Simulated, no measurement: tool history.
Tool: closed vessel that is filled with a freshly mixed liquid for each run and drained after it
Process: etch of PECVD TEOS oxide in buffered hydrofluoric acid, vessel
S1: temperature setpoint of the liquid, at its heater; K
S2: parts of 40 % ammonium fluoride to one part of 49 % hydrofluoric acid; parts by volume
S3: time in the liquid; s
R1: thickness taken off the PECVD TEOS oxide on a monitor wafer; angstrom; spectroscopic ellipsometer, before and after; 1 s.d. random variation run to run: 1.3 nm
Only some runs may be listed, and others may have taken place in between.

{"run": 1, "hour": 0.0, "S1": 298.15, "S2": 15.5, "S3": 95, "R1": 1719.7}
{"run": 2, "hour": 1.0, "S1": 297.65, "S2": 15.5, "S3": 95, "R1": 1690.5}
{"run": 3, "hour": 9.5, "S1": 297.15, "S2": 15.5, "S3": 95, "R1": 1641.1}
{"run": 4, "hour": 14.3, "S1": 297.15, "S2": 18.5, "S3": 95, "R1": 1382.0}
{"run": 5, "hour": 20.8, "S1": 293.65, "S2": 18.5, "S3": 95, "R1": 1134.9}
{"run": 6, "hour": 24.2, "S1": 293.65, "S2": 15.0, "S3": 95, "R1": 1389.0}
{"run": 7, "hour": 33.3, "S1": 294.15, "S2": 15.0, "S3": 95, "R1": 1431.9}

Predict the results of run 8:
{"run": 8, "hour": 41.7, "S1": 294.65, "S2": 15.0, "S3": 95, "R1": "?"}

Run 8 measured R1 1488.1 angstrom.
